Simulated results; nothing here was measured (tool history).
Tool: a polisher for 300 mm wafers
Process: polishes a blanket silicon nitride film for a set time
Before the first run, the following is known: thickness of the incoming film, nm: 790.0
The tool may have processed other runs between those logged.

run  hour  flow of slurry (ml/min)  pressure of the wafer on the pad (psi)  speed of the pad under the wafer (m/s)  polishing time (s)  film removed (nm)
  1   0.0                      265                                     3.9                                    1.22                  39             97.265
  2   6.3                      265                                     3.8                                    1.22                  39             93.395
  3  13.1                      265                                     3.8                                    1.22                  39             91.606
  4  16.4                      265                                     3.7                                    1.22                  39             88.936
  5  17.7                      265                                     3.7                                    1.22                  39             92.034
  6  26.4                      265                                     3.7                                    1.38                  39             99.810
  7  32.1                      265                                     3.5                                    1.38                  39             96.674

Expected results for the next run?
  8  34.6                      265                                     3.4                                    1.38                  39                  ?

film removed (nm): 94.780
